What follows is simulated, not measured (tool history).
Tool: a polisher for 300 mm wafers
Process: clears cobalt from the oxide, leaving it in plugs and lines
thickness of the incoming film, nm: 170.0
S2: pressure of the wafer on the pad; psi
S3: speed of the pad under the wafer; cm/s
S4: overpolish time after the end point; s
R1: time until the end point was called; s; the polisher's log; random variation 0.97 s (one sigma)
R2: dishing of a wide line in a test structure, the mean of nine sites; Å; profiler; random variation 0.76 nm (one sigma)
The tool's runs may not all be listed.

Run 1, hour 0: flow of slurry (ml/min) 300, S2 2 psi, S3 78 cm/s, S4 18 s. Result: R1 42.89 s, R2 416.52 Å.
Run 2, hour 4.9: flow of slurry (ml/min) 300, S2 1.7 psi, S3 78 cm/s, S4 18 s. Result: R1 49.864 s, R2 394.16 Å.
Run 3, hour 8.2: flow of slurry (ml/min) 300, S2 1.7 psi, S3 60 cm/s, S4 18 s. Result: R1 62.567 s, R2 337.96 Å.
Run 4, hour 13.4: flow of slurry (ml/min) 300, S2 1.7 psi, S3 60 cm/s, S4 14 s. Result: R1 63.876 s, R2 290.93 Å.
Run 5, hour 17.2: flow of slurry (ml/min) 300, S2 1.6 psi, S3 60 cm/s, S4 15 s. Result: R1 66.598 s, R2 289.6 Å.
Run 6, hour 18.7: flow of slurry (ml/min) 300, S2 1.6 psi, S3 44 cm/s, S4 15 s. Result: R1 87.538 s, R2 238.79 Å.
Run 7, hour 23: flow of slurry (ml/min) 300, S2 1.6 psi, S3 44 cm/s, S4 17 s. Result: R1 89.444 s, R2 265.76 Å.

Run 8 comes next. What will it give?
Run 8, hour 31.1: flow of slurry (ml/min) 300, S2 1.6 psi, S3 44 cm/s, S4 18 s. Result: R1 ?, R2 ?.

Run 8 gave R1 87.42 s, R2 271.63 Å.

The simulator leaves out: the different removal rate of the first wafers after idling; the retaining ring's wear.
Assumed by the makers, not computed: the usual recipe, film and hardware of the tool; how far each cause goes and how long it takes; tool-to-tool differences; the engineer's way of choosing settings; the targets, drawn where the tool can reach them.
